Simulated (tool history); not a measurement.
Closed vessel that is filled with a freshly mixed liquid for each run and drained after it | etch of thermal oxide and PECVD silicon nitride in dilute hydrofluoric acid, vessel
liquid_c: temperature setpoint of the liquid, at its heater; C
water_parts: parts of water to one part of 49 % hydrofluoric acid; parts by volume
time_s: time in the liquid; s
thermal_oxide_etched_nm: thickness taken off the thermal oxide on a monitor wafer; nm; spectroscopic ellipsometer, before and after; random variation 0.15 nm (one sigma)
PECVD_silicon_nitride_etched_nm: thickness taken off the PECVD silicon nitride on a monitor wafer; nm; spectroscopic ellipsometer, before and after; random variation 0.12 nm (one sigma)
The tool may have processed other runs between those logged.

run	day	liquid_c	water_parts	time_s	thermal_oxide_etched_nm	PECVD_silicon_nitride_etched_nm
1	0	25	270	610	9.7887	13.053
2	0.133	26	250	600	10.945	14.793
3	0.262	26.5	230	590	12.269	16.286
4	0.425	27	220	580	13.066	17.242
5	0.788	30.5	220	580	14.718	21.216
6	1.158	30.5	220	395	9.9187	14.288
7	1.412	30.5	220	395	9.8326	14.341
8	1.512	31	200	395	11.587	16.424

Forecast run 9:
9	1.633	31	200	395	?	?

thermal_oxide_etched_nm: 11.553 nm
PECVD_silicon_nitride_etched_nm: 16.44 nm
